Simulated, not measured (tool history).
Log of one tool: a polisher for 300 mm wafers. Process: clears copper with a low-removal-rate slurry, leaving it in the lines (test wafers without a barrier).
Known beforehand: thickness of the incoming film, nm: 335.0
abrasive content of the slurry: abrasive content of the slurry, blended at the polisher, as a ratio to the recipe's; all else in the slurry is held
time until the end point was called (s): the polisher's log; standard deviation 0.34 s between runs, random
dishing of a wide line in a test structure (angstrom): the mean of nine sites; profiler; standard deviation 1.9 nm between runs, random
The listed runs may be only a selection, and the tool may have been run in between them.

run    day  flow of slurry (ml/min)  pressure of the wafer on the pad (psi)  speed of the pad under the wafer (m/s)  abrasive content of the slurry  overpolish time after the end point (s)  time until the end point was called (s)  dishing of a wide line in a test structure (angstrom)
  1  0.000                      155                                     3.7                                    1.22                             1.0                                       24                                   68.833                                                 569.94
  2  0.304                      120                                     3.7                                    1.22                             1.0                                       24                                   72.885                                                 552.67
  3  0.412                      120                                     3.7                                    1.22                             1.2                                       24                                   71.406                                                 587.42
  4  0.638                      140                                     4.1                                    1.22                             1.2                                       24                                   61.940                                                 666.11
  5  0.950                      155                                     4.4                                    1.22                             1.2                                       23                                   56.374                                                 686.39
  6  1.004                      170                                     4.6                                    1.22                             1.2                                       22                                   53.328                                                 676.90

The next listed run, before its measurement:
  7  1.104                      175                                     4.8                                    1.22                             1.2                                       22                                        ?                                                      ?

Run 7 produced time until the end point was called (s) 50.463, dishing of a wide line in a test structure (angstrom) 684.93.
